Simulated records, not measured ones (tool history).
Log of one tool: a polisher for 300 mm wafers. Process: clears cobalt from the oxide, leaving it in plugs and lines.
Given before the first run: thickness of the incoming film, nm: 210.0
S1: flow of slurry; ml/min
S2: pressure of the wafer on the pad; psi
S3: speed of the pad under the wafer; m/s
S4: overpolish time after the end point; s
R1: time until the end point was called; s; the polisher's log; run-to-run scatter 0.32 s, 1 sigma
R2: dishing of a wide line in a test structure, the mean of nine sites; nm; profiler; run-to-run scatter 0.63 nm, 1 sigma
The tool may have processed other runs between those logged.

run	day	S1	S2	S3	S4	R1	R2
1	0.000	215	1.3	1.22	16	42.525	41.157
2	0.212	215	1.5	1.22	16	36.750	43.154
3	0.446	220	1.6	1.22	16	34.320	43.915
4	0.496	220	1.6	1.06	16	39.113	42.470
5	0.617	220	1.4	1.06	16	44.621	39.850
6	0.979	175	1.4	1.06	16	45.396	39.100
7	1.075	175	1.6	1.06	16	41.029	42.008
8	1.362	195	1.7	1.06	16	37.631	43.338

Run 9 is up next; what results do you expect?
9	1.383	205	1.8	1.06	16	?	?

{"run 9": {"R1": 35.422, "R2": 44.469}}
